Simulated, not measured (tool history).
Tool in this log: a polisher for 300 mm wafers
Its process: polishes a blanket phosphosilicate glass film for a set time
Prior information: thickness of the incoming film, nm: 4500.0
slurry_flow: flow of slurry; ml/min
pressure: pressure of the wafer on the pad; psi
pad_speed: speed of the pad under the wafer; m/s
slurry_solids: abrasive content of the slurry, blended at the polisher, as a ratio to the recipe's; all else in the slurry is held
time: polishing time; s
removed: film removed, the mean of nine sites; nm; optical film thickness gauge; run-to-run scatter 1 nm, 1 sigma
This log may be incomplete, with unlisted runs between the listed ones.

Run 1, hour 0: slurry_flow 285 ml/min, pressure 2.8 psi, pad_speed 1 m/s, slurry_solids 1, time 30 s. Result: removed 181.51 nm.
Run 2, hour 5.6: slurry_flow 350 ml/min, pressure 2.8 psi, pad_speed 1 m/s, slurry_solids 1, time 30 s. Result: removed 183.79 nm.
Run 3, hour 7.8: slurry_flow 350 ml/min, pressure 2.8 psi, pad_speed 1 m/s, slurry_solids 1, time 30 s. Result: removed 185.8 nm.
Run 4, hour 12.6: slurry_flow 350 ml/min, pressure 2.7 psi, pad_speed 1 m/s, slurry_solids 1, time 30 s. Result: removed 180.1 nm.
Run 5, hour 14.2: slurry_flow 350 ml/min, pressure 2.7 psi, pad_speed 0.76 m/s, slurry_solids 1, time 30 s. Result: removed 158.52 nm.
Run 6, hour 22.6: slurry_flow 345 ml/min, pressure 2.6 psi, pad_speed 0.76 m/s, slurry_solids 1, time 30 s. Result: removed 154.49 nm.

For run 7, what comes out?
Run 7, hour 31: slurry_flow 345 ml/min, pressure 2.5 psi, pad_speed 0.76 m/s, slurry_solids 1, time 30 s. Result: removed ?.

{"run 7": {"removed": 147.53}}

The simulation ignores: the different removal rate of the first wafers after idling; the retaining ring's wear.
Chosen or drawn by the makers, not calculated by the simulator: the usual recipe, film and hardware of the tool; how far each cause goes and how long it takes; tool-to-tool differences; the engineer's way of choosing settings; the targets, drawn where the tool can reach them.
